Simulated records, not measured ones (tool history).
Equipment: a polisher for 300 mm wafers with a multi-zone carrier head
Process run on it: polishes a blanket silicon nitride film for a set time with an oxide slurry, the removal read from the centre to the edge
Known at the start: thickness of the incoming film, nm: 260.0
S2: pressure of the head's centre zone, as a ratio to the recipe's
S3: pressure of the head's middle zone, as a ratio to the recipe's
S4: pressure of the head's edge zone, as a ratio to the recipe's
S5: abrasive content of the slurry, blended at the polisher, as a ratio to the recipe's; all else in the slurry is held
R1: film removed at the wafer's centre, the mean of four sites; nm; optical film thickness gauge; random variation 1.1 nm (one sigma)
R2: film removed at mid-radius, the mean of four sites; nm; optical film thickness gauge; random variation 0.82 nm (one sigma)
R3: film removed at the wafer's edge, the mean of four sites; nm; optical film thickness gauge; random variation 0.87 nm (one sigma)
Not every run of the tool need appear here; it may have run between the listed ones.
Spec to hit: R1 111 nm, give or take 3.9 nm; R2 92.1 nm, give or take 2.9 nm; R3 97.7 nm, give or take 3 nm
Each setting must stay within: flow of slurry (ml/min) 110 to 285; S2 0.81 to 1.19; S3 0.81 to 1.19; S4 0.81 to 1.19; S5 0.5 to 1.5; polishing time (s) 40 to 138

Run 1, day 0: flow of slurry (ml/min) 180, S2 1, S3 1, S4 1, S5 1, polishing time (s) 88. Result: R1 81.17 nm, R2 81.055 nm, R3 80.786 nm.
Run 2, day 0.083: flow of slurry (ml/min) 180, S2 1, S3 1.07, S4 1, S5 1, polishing time (s) 88. Result: R1 83.408 nm, R2 85.26 nm, R3 81.221 nm.
Run 3, day 0.446: flow of slurry (ml/min) 140, S2 1, S3 1.07, S4 1, S5 1, polishing time (s) 88. Result: R1 79.232 nm, R2 81.459 nm, R3 78.479 nm.
Run 4, day 0.792: flow of slurry (ml/min) 140, S2 1, S3 1.07, S4 1, S5 1.2, polishing time (s) 88. Result: R1 83.224 nm, R2 89.423 nm, R3 86.621 nm.
Run 5, day 1.017: flow of slurry (ml/min) 150, S2 1.02, S3 1.06, S4 1.01, S5 1.2, polishing time (s) 88. Result: R1 88.736 nm, R2 88.967 nm, R3 86.443 nm.
Run 6, day 1.271: flow of slurry (ml/min) 110, S2 1.02, S3 1.06, S4 1.01, S5 1.2, polishing time (s) 88. Result: R1 81.511 nm, R2 82.498 nm, R3 82.466 nm.
Run 7, day 1.517: flow of slurry (ml/min) 160, S2 1.12, S3 0.96, S4 1.11, S5 1.25, polishing time (s) 88. Result: R1 99.257 nm, R2 86.825 nm, R3 93.308 nm.
Run 8, day 1.762: flow of slurry (ml/min) 165, S2 1.13, S3 0.96, S4 1.11, S5 1.25, polishing time (s) 88. Result: R1 100.37 nm, R2 87.051 nm, R3 94.888 nm.
Run 9, day 1.983: flow of slurry (ml/min) 170, S2 1.14, S3 0.96, S4 1.11, S5 1.25, polishing time (s) 88. Result: R1 103.24 nm, R2 85.085 nm, R3 94.265 nm.
Run 10, day 2.246: flow of slurry (ml/min) 175, S2 1.14, S3 0.97, S4 1.11, S5 1.25, polishing time (s) 88. Result: R1 102.75 nm, R2 88.422 nm, R3 93 nm.
Run 11, day 2.412: flow of slurry (ml/min) 180, S2 1.14, S3 0.97, S4 1.12, S5 1.25, polishing time (s) 88. Result: R1 104.71 nm, R2 87.269 nm, R3 95.396 nm.

Of the 5 settings listed for the next run, only one would bring every result within its allowed miss of target. Which one?
Run A, day 2.579: flow of slurry (ml/min) 185, S2 1.09, S3 0.89, S4 1.09, S5 1.2, polishing time (s) 92. Result: R1 ?, R2 ?, R3 ?.
Run B, day 2.579: flow of slurry (ml/min) 180, S2 1.16, S3 0.97, S4 1.07, S5 1.25, polishing time (s) 93. Result: R1 ?, R2 ?, R3 ?.
Run C, day 2.579: flow of slurry (ml/min) 170, S2 1.1, S3 0.88, S4 1.19, S5 1.1, polishing time (s) 94. Result: R1 ?, R2 ?, R3 ?.
Run D, day 2.579: flow of slurry (ml/min) 170, S2 1.05, S3 1.06, S4 1.07, S5 1.2, polishing time (s) 94. Result: R1 ?, R2 ?, R3 ?.
Run E, day 2.579: flow of slurry (ml/min) 190, S2 1.15, S3 1, S4 1.09, S5 1.2, polishing time (s) 85. Result: R1 ?, R2 ?, R3 ?.

move      R1      R2      R3
   A  103.42   84.33  97.702
   B  112.27  92.796  99.231
   C  100.61  80.727  98.975
   D  100.47  98.321  97.637
   E  101.02  86.249  90.433
A: the biggest miss grows against the last run
B: all results land within tolerance of their targets
C: the biggest miss grows against the last run
D: pushes the last run's worst result past its target
E: the biggest miss grows against the last run
Move B is the one to make.

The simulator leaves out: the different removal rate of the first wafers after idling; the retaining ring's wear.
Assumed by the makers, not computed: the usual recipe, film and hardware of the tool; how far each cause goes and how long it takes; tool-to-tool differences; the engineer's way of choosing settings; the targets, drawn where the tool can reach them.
